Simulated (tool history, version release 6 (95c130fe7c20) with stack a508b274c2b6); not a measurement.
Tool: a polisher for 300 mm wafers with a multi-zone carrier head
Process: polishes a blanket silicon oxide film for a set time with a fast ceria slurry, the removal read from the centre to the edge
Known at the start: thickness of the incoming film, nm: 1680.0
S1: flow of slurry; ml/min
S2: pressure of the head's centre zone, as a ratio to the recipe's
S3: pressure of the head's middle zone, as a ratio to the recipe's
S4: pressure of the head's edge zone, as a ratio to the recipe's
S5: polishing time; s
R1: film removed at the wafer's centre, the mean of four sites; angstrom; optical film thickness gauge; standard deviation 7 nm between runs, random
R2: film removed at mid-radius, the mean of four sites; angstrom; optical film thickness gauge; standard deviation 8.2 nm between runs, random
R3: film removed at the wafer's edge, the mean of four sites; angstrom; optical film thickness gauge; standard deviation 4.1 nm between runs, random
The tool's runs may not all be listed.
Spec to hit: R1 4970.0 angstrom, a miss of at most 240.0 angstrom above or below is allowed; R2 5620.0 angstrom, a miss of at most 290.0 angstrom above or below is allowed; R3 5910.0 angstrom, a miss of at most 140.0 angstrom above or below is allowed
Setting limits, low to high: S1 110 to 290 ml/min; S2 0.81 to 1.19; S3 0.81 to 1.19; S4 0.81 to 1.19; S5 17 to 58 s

{"run": 1, "hour": 0.0, "S1": 185, "S2": 1.0, "S3": 1.0, "S4": 1.0, "S5": 37, "R1": 6528.2, "R2": 6848.8, "R3": 6541.8}
{"run": 2, "hour": 2.4, "S1": 210, "S2": 1.0, "S3": 1.0, "S4": 1.0, "S5": 37, "R1": 6789.7, "R2": 6863.2, "R3": 6718.1}
{"run": 3, "hour": 5.9, "S1": 210, "S2": 1.0, "S3": 0.95, "S4": 1.0, "S5": 37, "R1": 6640.0, "R2": 6536.1, "R3": 6738.3}
{"run": 4, "hour": 7.8, "S1": 195, "S2": 0.97, "S3": 0.93, "S4": 0.98, "S5": 37, "R1": 6562.0, "R2": 6380.0, "R3": 6599.6}
{"run": 5, "hour": 9.8, "S1": 185, "S2": 0.94, "S3": 0.93, "S4": 0.99, "S5": 36, "R1": 6071.7, "R2": 6104.2, "R3": 6446.5}
{"run": 6, "hour": 11.8, "S1": 155, "S2": 0.94, "S3": 0.93, "S4": 0.99, "S5": 36, "R1": 5809.4, "R2": 6079.5, "R3": 6356.5}
{"run": 7, "hour": 17.1, "S1": 150, "S2": 0.92, "S3": 0.93, "S4": 0.98, "S5": 36, "R1": 5868.6, "R2": 5953.1, "R3": 6260.5}
{"run": 8, "hour": 21.9, "S1": 145, "S2": 0.9, "S3": 0.94, "S4": 0.99, "S5": 35, "R1": 5401.7, "R2": 5802.0, "R3": 6140.3}
{"run": 9, "hour": 24.9, "S1": 140, "S2": 0.89, "S3": 0.94, "S4": 0.99, "S5": 35, "R1": 5332.3, "R2": 5755.1, "R3": 6076.5}
{"run": 10, "hour": 27.2, "S1": 135, "S2": 0.88, "S3": 0.94, "S4": 0.99, "S5": 35, "R1": 5327.7, "R2": 5712.5, "R3": 6111.0}
{"run": 11, "hour": 31.3, "S1": 125, "S2": 0.82, "S3": 0.95, "S4": 0.95, "S5": 34, "R1": 4711.3, "R2": 5745.0, "R3": 5735.6}

Exercise: of the 4 proposed moves below, exactly one satisfies all targets within the stated allowed misses. Which move is it?
{"run": "A", "hour": 35.4, "S1": 120, "S2": 0.84, "S3": 0.98, "S4": 0.9, "S5": 34, "R1": "?", "R2": "?", "R3": "?"}
{"run": "B", "hour": 35.4, "S1": 130, "S2": 0.84, "S3": 1.04, "S4": 0.93, "S5": 33, "R1": "?", "R2": "?", "R3": "?"}
{"run": "C", "hour": 35.4, "S1": 120, "S2": 0.86, "S3": 1.03, "S4": 0.91, "S5": 33, "R1": "?", "R2": "?", "R3": "?"}
{"run": "D", "hour": 35.4, "S1": 110, "S2": 0.85, "S3": 0.93, "S4": 0.96, "S5": 35, "R1": "?", "R2": "?", "R3": "?"}

move=A R1=4778.2 R2=5824.5 R3=5609.7
move=B R1=4694.3 R2=6006.2 R3=5558.8
move=C R1=4747.2 R2=5895.2 R3=5466.9
move=D R1=4909.8 R2=5672.0 R3=5895.1
A: misses by more than the last run did
B: misses by more than the last run did
C: misses by more than the last run did
D: in spec on every target
So the answer is move D, the one that meets all the targets.

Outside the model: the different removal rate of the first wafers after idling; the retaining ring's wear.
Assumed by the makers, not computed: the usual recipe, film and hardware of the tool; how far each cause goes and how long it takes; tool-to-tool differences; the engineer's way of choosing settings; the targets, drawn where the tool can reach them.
